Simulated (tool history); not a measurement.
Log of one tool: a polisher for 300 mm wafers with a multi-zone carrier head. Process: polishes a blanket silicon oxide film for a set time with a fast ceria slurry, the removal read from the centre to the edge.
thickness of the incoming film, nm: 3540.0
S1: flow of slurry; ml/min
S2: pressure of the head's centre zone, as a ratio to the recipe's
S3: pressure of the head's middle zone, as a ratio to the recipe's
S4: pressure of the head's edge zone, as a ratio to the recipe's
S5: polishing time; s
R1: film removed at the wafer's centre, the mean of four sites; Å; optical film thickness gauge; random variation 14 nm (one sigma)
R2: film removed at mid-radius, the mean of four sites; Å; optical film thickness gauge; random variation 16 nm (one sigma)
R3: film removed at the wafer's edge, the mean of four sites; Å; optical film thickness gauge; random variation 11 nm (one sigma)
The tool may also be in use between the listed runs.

run  hour   S1    S2    S3    S4  S5      R1      R2      R3
  1     0  290     1     1     1  55  8691.3  8709.5  8792.6
  2   7.3  290     1     1     1  43  6880.8  6996.9    6884
  3  12.9  295  1.01  1.06  1.01  49  7920.9  8268.9  7785.9
  4  16.2  295  1.01  1.06  0.96  49  8009.2    8341  7599.4
  5  24.9  295  0.93  1.06  0.96  49  7418.5  8385.8  7592.3
  6  33.1  295  0.93  1.06  0.89  49  7474.9  8421.1  7432.5
  7  35.9  295  0.94  1.07  0.91  54  8089.8  9180.4  8301.1
  8  38.7  300  0.97  1.09  0.92  57  8902.9   10116  8842.6
  9  46.4  300  0.99   1.1  0.94  59  9487.9   10556  9134.8

Run 10 comes next. What will it give?
 10  50.7  300  0.99  1.1  0.96  60   ?   ?   ?

{"run 10": {"R1": 9394.4, "R2": 10341, "R3": 9411.8}}

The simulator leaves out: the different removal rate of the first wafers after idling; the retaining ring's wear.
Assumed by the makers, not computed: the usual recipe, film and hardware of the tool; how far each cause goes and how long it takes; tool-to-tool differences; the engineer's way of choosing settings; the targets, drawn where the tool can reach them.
